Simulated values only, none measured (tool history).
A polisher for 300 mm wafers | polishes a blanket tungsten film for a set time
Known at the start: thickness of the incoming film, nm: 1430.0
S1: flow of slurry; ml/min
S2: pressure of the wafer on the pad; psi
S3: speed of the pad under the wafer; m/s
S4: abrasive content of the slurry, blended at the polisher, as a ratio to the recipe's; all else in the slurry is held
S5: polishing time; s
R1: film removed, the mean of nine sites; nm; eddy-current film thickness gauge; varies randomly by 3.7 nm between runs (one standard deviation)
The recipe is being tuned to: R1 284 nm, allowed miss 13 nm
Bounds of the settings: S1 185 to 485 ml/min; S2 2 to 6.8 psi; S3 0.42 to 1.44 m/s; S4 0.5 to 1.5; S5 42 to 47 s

run 1 hour=0 | S1=310 S2=4.4 S3=0.92 S4=1 S5=47 | R1=211.74
run 2 hour=7.3 | S1=310 S2=3.7 S3=0.92 S4=1 S5=47 | R1=180.62
run 3 hour=14.6 | S1=310 S2=3.7 S3=0.92 S4=0.8 S5=47 | R1=175.9
run 4 hour=20.3 | S1=310 S2=3.2 S3=0.92 S4=0.8 S5=47 | R1=150.18
run 5 hour=25 | S1=310 S2=3.2 S3=0.84 S4=0.8 S5=47 | R1=143.9
run 6 hour=28.1 | S1=310 S2=3.2 S3=0.84 S4=0.6 S5=47 | R1=138.54
run 7 hour=32.9 | S1=310 S2=3.8 S3=0.86 S4=0.6 S5=47 | R1=165.12
run 8 hour=38.5 | S1=310 S2=4.2 S3=0.86 S4=0.6 S5=47 | R1=177.67
run 9 hour=46.7 | S1=310 S2=4.6 S3=0.86 S4=0.6 S5=47 | R1=197.54
run 10 hour=51.8 | S1=310 S2=4.9 S3=0.86 S4=0.6 S5=47 | R1=212.21
run 11 hour=53.2 | S1=310 S2=5.2 S3=0.86 S4=0.6 S5=47 | R1=218.91
run 12 hour=54.1 | S1=310 S2=5.2 S3=0.86 S4=0.6 S5=47 | R1=222.78

4 candidate next runs follow, results not yet known. Just one meets every target within its allowed miss. Identify it.
run A hour=55 | S1=345 S2=6.6 S3=0.96 S4=0.55 S5=47 | R1=?
run B hour=55 | S1=260 S2=5 S3=0.68 S4=0.7 S5=42 | R1=?
run C hour=55 | S1=330 S2=6.5 S3=1.02 S4=0.75 S5=47 | R1=?
run D hour=55 | S1=225 S2=6.3 S3=0.98 S4=0.55 S5=47 | R1=?

move=A R1=302.08
move=B R1=169.29
move=C R1=319.69
move=D R1=278.89
A: carries the result that was furthest off beyond its target, to the other side
B: misses by more than the last run did
C: carries the result that was furthest off beyond its target, to the other side
D: every result within its allowed miss
D meets every target.

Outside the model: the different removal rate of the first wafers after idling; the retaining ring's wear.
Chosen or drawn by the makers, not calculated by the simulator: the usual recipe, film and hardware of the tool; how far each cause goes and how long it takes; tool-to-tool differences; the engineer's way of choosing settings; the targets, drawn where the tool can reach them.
